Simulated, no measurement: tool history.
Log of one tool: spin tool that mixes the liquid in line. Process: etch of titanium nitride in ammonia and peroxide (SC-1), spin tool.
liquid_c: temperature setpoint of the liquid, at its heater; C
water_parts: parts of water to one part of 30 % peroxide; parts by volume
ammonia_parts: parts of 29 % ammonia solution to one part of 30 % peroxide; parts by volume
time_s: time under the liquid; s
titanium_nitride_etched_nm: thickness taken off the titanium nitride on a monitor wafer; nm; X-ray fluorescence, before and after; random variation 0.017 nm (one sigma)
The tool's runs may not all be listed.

Run 1, hour 0.0: liquid_c 60.0 C, water_parts 14.5 parts by volume, ammonia_parts 0.65 parts by volume, time_s 105 s. Result: titanium_nitride_etched_nm 12.3930 nm.
Run 2, hour 6.3: liquid_c 60.0 C, water_parts 14.5 parts by volume, ammonia_parts 0.65 parts by volume, time_s 105 s. Result: titanium_nitride_etched_nm 12.4610 nm.
Run 3, hour 13.6: liquid_c 60.0 C, water_parts 14.5 parts by volume, ammonia_parts 0.65 parts by volume, time_s 105 s. Result: titanium_nitride_etched_nm 12.4060 nm.
Run 4, hour 16.8: liquid_c 56.0 C, water_parts 14.5 parts by volume, ammonia_parts 0.65 parts by volume, time_s 105 s. Result: titanium_nitride_etched_nm 9.5063 nm.
Run 5, hour 18.7: liquid_c 56.0 C, water_parts 14.5 parts by volume, ammonia_parts 0.85 parts by volume, time_s 105 s. Result: titanium_nitride_etched_nm 9.9722 nm.
Run 6, hour 26.9: liquid_c 56.0 C, water_parts 12.5 parts by volume, ammonia_parts 0.85 parts by volume, time_s 105 s. Result: titanium_nitride_etched_nm 10.8130 nm.
Run 7, hour 34.1: liquid_c 52.5 C, water_parts 12.5 parts by volume, ammonia_parts 0.85 parts by volume, time_s 105 s. Result: titanium_nitride_etched_nm 8.4735 nm.

Run 8 comes next. What will it give?
Run 8, hour 38.2: liquid_c 45.0 C, water_parts 12.5 parts by volume, ammonia_parts 0.85 parts by volume, time_s 105 s. Result: titanium_nitride_etched_nm ?.

titanium_nitride_etched_nm: 5.0165 nm
